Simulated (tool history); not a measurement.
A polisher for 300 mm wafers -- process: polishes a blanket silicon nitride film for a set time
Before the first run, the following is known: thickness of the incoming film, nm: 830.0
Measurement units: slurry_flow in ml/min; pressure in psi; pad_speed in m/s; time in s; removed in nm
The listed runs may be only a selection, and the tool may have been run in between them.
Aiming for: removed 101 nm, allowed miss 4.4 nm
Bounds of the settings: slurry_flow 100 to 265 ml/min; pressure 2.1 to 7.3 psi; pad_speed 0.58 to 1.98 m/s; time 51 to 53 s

run 1 day=0 | slurry_flow=170 pressure=4.7 pad_speed=1.28 time=51 | removed=134.09
run 2 day=0.342 | slurry_flow=170 pressure=4.6 pad_speed=1.28 time=51 | removed=131.42
run 3 day=0.662 | slurry_flow=170 pressure=4.6 pad_speed=1.06 time=51 | removed=115.6
run 4 day=0.692 | slurry_flow=170 pressure=4.6 pad_speed=1.18 time=51 | removed=126.24
run 5 day=0.858 | slurry_flow=170 pressure=5.1 pad_speed=1.18 time=51 | removed=136.04
run 6 day=1.142 | slurry_flow=170 pressure=4.1 pad_speed=1.18 time=51 | removed=113.77
run 7 day=1.417 | slurry_flow=170 pressure=4 pad_speed=1.18 time=51 | removed=112.39
run 8 day=1.462 | slurry_flow=170 pressure=3.9 pad_speed=1.18 time=51 | removed=111.22
run 9 day=1.704 | slurry_flow=170 pressure=3.8 pad_speed=1.18 time=51 | removed=107.52

Which single option among these 5 for the next run brings every result within its allowed miss of target? Just one does.
run A day=1.946 | slurry_flow=230 pressure=3.7 pad_speed=1.2 time=53 | removed=?
run B day=1.946 | slurry_flow=165 pressure=4 pad_speed=1.16 time=53 | removed=?
run C day=1.946 | slurry_flow=210 pressure=2.3 pad_speed=1.4 time=53 | removed=?
run D day=1.946 | slurry_flow=230 pressure=3.1 pad_speed=1.2 time=53 | removed=?
run E day=1.946 | slurry_flow=165 pressure=3.5 pad_speed=1.02 time=51 | removed=?

move=A removed=113.96
move=B removed=113.09
move=C removed=92.319
move=D removed=100.44
move=E removed=89.013
A: the biggest miss grows against the last run
B: the biggest miss grows against the last run
C: the result that was furthest off in the last run now lies on the other side of its target
D: each result inside its tolerance
E: the result that was furthest off in the last run now lies on the other side of its target
D is the move that brings every result within its allowed miss.
